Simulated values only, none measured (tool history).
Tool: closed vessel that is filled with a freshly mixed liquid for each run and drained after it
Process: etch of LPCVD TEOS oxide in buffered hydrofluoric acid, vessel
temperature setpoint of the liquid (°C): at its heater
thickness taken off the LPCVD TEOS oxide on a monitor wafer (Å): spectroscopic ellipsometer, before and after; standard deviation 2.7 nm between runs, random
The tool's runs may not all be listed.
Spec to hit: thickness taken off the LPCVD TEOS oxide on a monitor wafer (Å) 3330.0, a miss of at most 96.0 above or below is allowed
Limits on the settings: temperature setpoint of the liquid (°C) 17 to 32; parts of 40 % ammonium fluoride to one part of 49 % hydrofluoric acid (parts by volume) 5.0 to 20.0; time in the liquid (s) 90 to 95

run,hour,temperature setpoint of the liquid (°C),parts of 40 % ammonium fluoride to one part of 49 % hydrofluoric acid (parts by volume),time in the liquid (s),thickness taken off the LPCVD TEOS oxide on a monitor wafer (Å)
1,0.0,25,12.0,90,2067.0
2,1.1,28,12.0,90,2487.5
3,10.3,29,12.0,90,2573.1
4,15.1,29,14.5,90,2175.2
5,19.5,29,14.5,95,2269.3
6,28.1,32,14.5,95,2703.5
7,32.1,32,14.0,95,2766.3
8,38.0,32,13.5,95,2855.3
9,47.2,32,13.0,95,2936.6
10,56.3,32,12.5,95,3098.0
11,62.8,32,12.0,95,3179.6

Exactly one of the 4 candidate moves below puts every result within its allowed miss. Which one?
A,69.3,32,12.0,90,?
B,69.3,26,8.5,90,?
C,69.3,32,11.5,90,?
D,69.3,32,11.0,90,?

move,thickness taken off the LPCVD TEOS oxide on a monitor wafer (Å)
A,3069.5
B,3027.1
C,3199.5
D,3341.0
A: the biggest miss grows against the last run
B: the biggest miss grows against the last run
C: moves toward the targets from the last run without getting all of them in spec
D: each result inside its tolerance
So the answer is move D, the one that meets all the targets.
